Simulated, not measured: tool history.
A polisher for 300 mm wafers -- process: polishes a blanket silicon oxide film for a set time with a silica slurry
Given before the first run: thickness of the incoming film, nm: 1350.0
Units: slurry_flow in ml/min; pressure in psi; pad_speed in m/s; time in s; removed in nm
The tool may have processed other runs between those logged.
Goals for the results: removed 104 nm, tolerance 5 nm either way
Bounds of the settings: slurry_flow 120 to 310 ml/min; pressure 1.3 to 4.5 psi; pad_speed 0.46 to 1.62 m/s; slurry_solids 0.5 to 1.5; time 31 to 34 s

run,hour,slurry_flow,pressure,pad_speed,slurry_solids,time,removed
1,0,200,2.9,1.04,1,34,69.155
2,7.4,200,2.9,0.8,1,34,55.139
3,14,200,3.2,0.82,1,34,63.254
4,15.3,200,3.5,0.82,1,34,68.172
5,20.8,200,3.7,0.84,1,34,74.326
6,26.3,200,4.4,0.84,1,34,87.242
7,33.2,200,4.4,0.88,1,34,91.528
8,40.7,200,4.4,0.9,1,34,93.005
9,48.8,200,4.4,0.92,1,34,94.718
10,49.5,200,4.4,0.94,1,34,98.258

Next run, 5 choices. One meets every target within its allowed miss, the rest don't. Which?
A,50.2,210,4.5,0.84,1,34,?
B,50.2,210,4,1.1,1,32,?
C,50.2,205,4.5,1.06,0.9,34,?
D,50.2,200,4.2,0.94,1,32,?
E,50.2,125,4.3,0.82,1.3,34,?

move,removed
A,87.048
B,90.579
C,99.224
D,83.31
E,85.427
A: its largest miss is bigger than the last run's
B: its largest miss is bigger than the last run's
C: every result within its allowed miss
D: its largest miss is bigger than the last run's
E: its largest miss is bigger than the last run's
C meets every target.
